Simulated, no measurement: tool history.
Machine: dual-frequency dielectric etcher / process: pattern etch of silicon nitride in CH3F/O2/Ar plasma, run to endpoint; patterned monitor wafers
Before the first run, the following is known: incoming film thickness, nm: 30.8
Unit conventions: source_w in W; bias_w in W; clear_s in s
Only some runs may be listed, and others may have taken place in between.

run 1 hour=0.0 | source_w=430 bias_w=95 | clear_s=36.016
run 2 hour=7.1 | source_w=430 bias_w=101 | clear_s=35.140
run 3 hour=10.1 | source_w=390 bias_w=101 | clear_s=36.009
run 4 hour=13.8 | source_w=390 bias_w=94 | clear_s=37.311
run 5 hour=21.4 | source_w=350 bias_w=94 | clear_s=38.320
run 6 hour=28.8 | source_w=410 bias_w=95 | clear_s=36.465
run 7 hour=30.5 | source_w=450 bias_w=96 | clear_s=35.399
run 8 hour=39.1 | source_w=490 bias_w=97 | clear_s=34.385
run 9 hour=43.1 | source_w=520 bias_w=98 | clear_s=33.694
-- hour=49.3 wet clean of the chamber
run 10 hour=49.3 | source_w=540 bias_w=99 | clear_s=34.285
run 11 hour=56.4 | source_w=560 bias_w=104 | clear_s=33.113

What will run 12 give?
run 12 hour=57.2 | source_w=570 bias_w=106 | clear_s=?

Run 12 measured clear_s 32.555 s.

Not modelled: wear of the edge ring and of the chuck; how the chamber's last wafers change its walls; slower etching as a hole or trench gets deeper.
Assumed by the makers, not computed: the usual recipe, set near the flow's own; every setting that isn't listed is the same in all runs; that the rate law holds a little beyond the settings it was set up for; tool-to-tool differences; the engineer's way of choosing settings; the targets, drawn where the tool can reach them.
